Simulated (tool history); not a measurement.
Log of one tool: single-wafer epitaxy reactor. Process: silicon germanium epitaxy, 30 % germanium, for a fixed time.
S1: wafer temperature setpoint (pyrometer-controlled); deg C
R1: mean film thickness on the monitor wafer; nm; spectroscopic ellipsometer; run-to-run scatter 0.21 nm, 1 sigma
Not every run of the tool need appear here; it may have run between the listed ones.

Run 1, hour 0.0: S1 610 deg C, chamber pressure (mTorr) 27100. Result: R1 79.417 nm.
Run 2, hour 7.5: S1 609 deg C, chamber pressure (mTorr) 27100. Result: R1 77.787 nm.
Run 3, hour 14.1: S1 615 deg C, chamber pressure (mTorr) 27100. Result: R1 87.761 nm.
Run 4, hour 22.2: S1 613 deg C, chamber pressure (mTorr) 27100. Result: R1 84.431 nm.
Run 5, hour 26.4: S1 604 deg C, chamber pressure (mTorr) 27100. Result: R1 70.319 nm.
At hour 33.3: pyrometer calibrated.
Run 6, hour 33.3: S1 595 deg C, chamber pressure (mTorr) 27100. Result: R1 53.636 nm.

For run 7, what comes out?
Run 7, hour 41.4: S1 596 deg C, chamber pressure (mTorr) 27100. Result: R1 ?.

Run 7 measured R1 55.078 nm.
